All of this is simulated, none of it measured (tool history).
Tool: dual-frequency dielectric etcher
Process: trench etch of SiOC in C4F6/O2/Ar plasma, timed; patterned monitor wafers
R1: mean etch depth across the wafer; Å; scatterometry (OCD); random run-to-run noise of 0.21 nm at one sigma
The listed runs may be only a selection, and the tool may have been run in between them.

{"run": 1, "day": 0.0, "source power (kW)": 0.31, "bias power (kW)": 0.243, "etch time (s)": 22, "R1": 480.76}
{"run": 2, "day": 0.088, "source power (kW)": 0.31, "bias power (kW)": 0.282, "etch time (s)": 22, "R1": 499.96}
{"run": 3, "day": 0.129, "source power (kW)": 0.31, "bias power (kW)": 0.303, "etch time (s)": 22, "R1": 512.86}
{"run": 4, "day": 0.438, "source power (kW)": 0.28, "bias power (kW)": 0.284, "etch time (s)": 22, "R1": 487.55}
{"run": 5, "day": 0.496, "source power (kW)": 0.26, "bias power (kW)": 0.263, "etch time (s)": 22, "R1": 465.29}
{"run": 6, "day": 0.671, "source power (kW)": 0.28, "bias power (kW)": 0.263, "etch time (s)": 22, "R1": 477.31}
{"run": 7, "day": 0.804, "source power (kW)": 0.26, "bias power (kW)": 0.245, "etch time (s)": 22, "R1": 455.93}
{"run": 8, "day": 1.033, "source power (kW)": 0.24, "bias power (kW)": 0.234, "etch time (s)": 22, "R1": 436.04}

Run 9 comes next. What will it give?
{"run": 9, "day": 1.167, "source power (kW)": 0.23, "bias power (kW)": 0.228, "etch time (s)": 22, "R1": "?"}

{"run 9": {"R1": 426.62}}
